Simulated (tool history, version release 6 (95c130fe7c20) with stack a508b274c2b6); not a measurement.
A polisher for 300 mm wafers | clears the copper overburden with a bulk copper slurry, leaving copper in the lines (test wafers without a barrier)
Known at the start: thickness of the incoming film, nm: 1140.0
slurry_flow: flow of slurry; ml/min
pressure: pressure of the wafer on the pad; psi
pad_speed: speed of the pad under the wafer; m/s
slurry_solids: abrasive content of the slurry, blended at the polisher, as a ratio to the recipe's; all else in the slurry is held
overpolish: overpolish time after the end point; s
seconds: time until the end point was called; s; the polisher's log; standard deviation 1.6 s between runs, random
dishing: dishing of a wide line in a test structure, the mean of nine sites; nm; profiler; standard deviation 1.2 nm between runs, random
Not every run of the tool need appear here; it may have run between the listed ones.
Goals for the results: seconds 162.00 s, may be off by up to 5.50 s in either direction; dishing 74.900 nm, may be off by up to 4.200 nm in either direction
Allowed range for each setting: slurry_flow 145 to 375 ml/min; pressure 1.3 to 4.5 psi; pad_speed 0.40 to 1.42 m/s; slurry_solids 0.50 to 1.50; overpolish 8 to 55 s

run,hour,slurry_flow,pressure,pad_speed,slurry_solids,overpolish,seconds,dishing
1,0.0,240,2.9,0.90,1.00,28,113.60,83.137
2,7.8,240,2.7,0.90,1.00,30,122.34,81.908
3,14.5,240,3.2,0.90,1.00,30,104.11,90.351
4,22.7,240,3.2,0.74,1.00,30,120.46,86.909
5,26.1,240,3.0,0.74,1.00,30,130.56,86.130
6,28.8,240,2.9,0.74,1.00,29,132.85,79.661
7,31.1,235,2.3,0.72,1.00,37,171.95,75.808
8,34.6,235,2.3,0.72,1.00,36,173.12,72.262

Next run, 4 choices. One meets every target within its allowed miss, the rest don't. Which?
A,38.1,195,2.2,0.72,0.95,41,?,?
B,38.1,230,1.6,1.02,0.70,39,?,?
C,38.1,220,2.6,0.58,0.95,38,?,?
D,38.1,270,2.2,0.78,1.05,38,?,?

move,seconds,dishing
A,182.36,77.245
B,190.34,67.869
C,180.58,79.366
D,161.22,78.283
A: misses by more than the last run did
B: misses by more than the last run did
C: misses by more than the last run did
D: in spec on every target
The right move is D.
